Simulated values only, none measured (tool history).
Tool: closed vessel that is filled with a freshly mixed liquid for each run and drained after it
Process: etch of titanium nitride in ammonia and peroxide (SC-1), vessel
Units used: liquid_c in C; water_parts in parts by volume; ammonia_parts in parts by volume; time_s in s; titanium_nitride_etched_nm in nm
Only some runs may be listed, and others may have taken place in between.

run  hour  liquid_c  water_parts  ammonia_parts  time_s  titanium_nitride_etched_nm
  1   0.0      63.0           15           0.45     155                     18.9520
  2   5.5      60.5           15           0.45     155                     16.2010
  3   8.1      58.5           15           0.45     155                     14.2500
  4  10.7      57.0           15           0.45     155                     12.8710
  5  13.1      57.0           18           0.45     155                     11.6520
  6  20.1      56.0           18           0.45     155                     10.8470
  7  22.5      55.0           18           0.45     155                     10.1660
     28.7  -- ammonia flow meter replaced
  8  28.7      54.5           18           0.45     155                      9.9688

Predict the results of run 9:
  9  35.3      54.0           18           0.45     155                           ?

Run 9 yielded titanium_nitride_etched_nm 9.6123 nm.
